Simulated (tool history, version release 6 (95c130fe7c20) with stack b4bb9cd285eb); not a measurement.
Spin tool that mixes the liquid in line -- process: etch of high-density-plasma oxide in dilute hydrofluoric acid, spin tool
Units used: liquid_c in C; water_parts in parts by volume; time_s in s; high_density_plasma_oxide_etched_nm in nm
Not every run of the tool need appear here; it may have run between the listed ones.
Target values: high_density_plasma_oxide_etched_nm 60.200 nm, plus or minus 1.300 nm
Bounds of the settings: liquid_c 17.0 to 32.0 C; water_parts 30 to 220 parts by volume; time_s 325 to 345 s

run	hour	liquid_c	water_parts	time_s	high_density_plasma_oxide_etched_nm
1	0.0	24.0	125	325	14.972
2	5.7	24.0	85	325	23.209
3	10.5	24.0	45	325	46.515
4	19.0	24.0	45	325	46.572
5	24.2	24.0	30	325	70.600
6	27.7	24.0	55	325	37.367
7	31.7	25.5	55	325	39.803
8	37.1	25.5	50	325	44.030
9	40.4	25.5	45	325	49.564
10	43.6	26.5	45	325	52.086
11	49.0	27.0	45	325	52.078
12	49.8	28.0	45	325	54.782
13	53.0	28.5	45	325	55.573
14	54.2	29.0	45	325	56.535
15	58.7	29.5	45	325	57.834

4 candidate next runs follow, results not yet known. Just one meets every target within its allowed miss. Identify it.
A	63.2	29.0	45	345	?
B	63.2	29.0	45	330	?
C	63.2	28.5	45	335	?
D	63.2	21.5	35	345	?

move	high_density_plasma_oxide_etched_nm
A	60.123
B	57.509
C	57.229
D	57.589
A: all results land within tolerance of their targets
B: lands further from the targets than the last run did
C: lands further from the targets than the last run did
D: lands further from the targets than the last run did
Move A is the one to make.

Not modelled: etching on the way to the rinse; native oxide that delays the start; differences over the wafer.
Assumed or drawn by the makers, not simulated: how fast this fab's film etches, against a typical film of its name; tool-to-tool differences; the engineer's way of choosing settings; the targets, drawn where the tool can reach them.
